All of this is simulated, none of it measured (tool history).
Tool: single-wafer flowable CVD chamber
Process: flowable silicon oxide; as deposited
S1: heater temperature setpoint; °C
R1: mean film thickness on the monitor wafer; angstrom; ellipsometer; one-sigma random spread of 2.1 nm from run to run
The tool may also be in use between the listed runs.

Run 1, hour 0.0: S1 105 °C, chamber pressure (Torr) 0.996, RF power (kW) 1.885, deposition time (s) 665. Result: R1 3526.5 angstrom.
Run 2, hour 3.9: S1 100 °C, chamber pressure (Torr) 0.996, RF power (kW) 1.885, deposition time (s) 665. Result: R1 4254.9 angstrom.
Run 3, hour 6.3: S1 100 °C, chamber pressure (Torr) 0.996, RF power (kW) 1.990, deposition time (s) 665. Result: R1 4317.3 angstrom.
Run 4, hour 13.9: S1 100 °C, chamber pressure (Torr) 0.996, RF power (kW) 1.990, deposition time (s) 687. Result: R1 4447.2 angstrom.
Run 5, hour 16.7: S1 104 °C, chamber pressure (Torr) 0.996, RF power (kW) 1.990, deposition time (s) 687. Result: R1 3838.1 angstrom.
Run 6, hour 20.5: S1 104 °C, chamber pressure (Torr) 0.874, RF power (kW) 1.990, deposition time (s) 687. Result: R1 3385.4 angstrom.
Run 7, hour 24.7: S1 101 °C, chamber pressure (Torr) 0.895, RF power (kW) 1.995, deposition time (s) 687. Result: R1 3869.2 angstrom.
Run 8, hour 25.4: S1 89 °C, chamber pressure (Torr) 1.078, RF power (kW) 2.025, deposition time (s) 687. Result: R1 7334.7 angstrom.
Run 9, hour 30.0: S1 88 °C, chamber pressure (Torr) 1.078, RF power (kW) 2.025, deposition time (s) 687. Result: R1 7596.9 angstrom.
Run 10, hour 37.0: S1 87 °C, chamber pressure (Torr) 1.078, RF power (kW) 2.025, deposition time (s) 687. Result: R1 7873.8 angstrom.

For run 11, what comes out?
Run 11, hour 44.9: S1 86 °C, chamber pressure (Torr) 1.078, RF power (kW) 2.025, deposition time (s) 687. Result: R1 ?.

Run 11 measured R1 8128.0 angstrom.

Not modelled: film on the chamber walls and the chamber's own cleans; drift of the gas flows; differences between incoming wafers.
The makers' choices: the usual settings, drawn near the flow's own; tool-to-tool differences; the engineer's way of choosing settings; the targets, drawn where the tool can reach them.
